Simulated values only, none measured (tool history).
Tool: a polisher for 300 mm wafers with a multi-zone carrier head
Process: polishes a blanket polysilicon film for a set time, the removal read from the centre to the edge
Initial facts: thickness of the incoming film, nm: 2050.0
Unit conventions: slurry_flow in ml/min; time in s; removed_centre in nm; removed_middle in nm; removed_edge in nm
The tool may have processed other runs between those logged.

run 1 hour=0 | slurry_flow=175 centre_zone=1 middle_zone=1 edge_zone=1 time=46 | removed_centre=554.9 removed_middle=549.53 removed_edge=554.86
run 2 hour=8 | slurry_flow=175 centre_zone=0.95 middle_zone=1 edge_zone=1 time=46 | removed_centre=530.81 removed_middle=546.61 removed_edge=562.05
run 3 hour=10.9 | slurry_flow=210 centre_zone=0.95 middle_zone=1 edge_zone=1 time=46 | removed_centre=547.38 removed_middle=571.87 removed_edge=565.58
run 4 hour=16 | slurry_flow=205 centre_zone=0.96 middle_zone=1 edge_zone=0.95 time=44 | removed_centre=532.49 removed_middle=555.35 removed_edge=521.23
run 5 hour=18.9 | slurry_flow=205 centre_zone=0.96 middle_zone=1 edge_zone=1 time=44 | removed_centre=526.7 removed_middle=557.34 removed_edge=539.39
run 6 hour=25.6 | slurry_flow=205 centre_zone=0.96 middle_zone=1 edge_zone=1.06 time=44 | removed_centre=525.73 removed_middle=535.49 removed_edge=560.11
run 7 hour=33.2 | slurry_flow=190 centre_zone=0.97 middle_zone=0.99 edge_zone=0.99 time=43 | removed_centre=514.27 removed_middle=520.67 removed_edge=523.52

Expected results for the next run?
run 8 hour=34.5 | slurry_flow=185 centre_zone=0.98 middle_zone=0.99 edge_zone=0.94 time=42 | removed_centre=? removed_middle=? removed_edge=?

Run 8 measured removed_centre 513.36 nm, removed_middle 509.07 nm, removed_edge 501.04 nm.
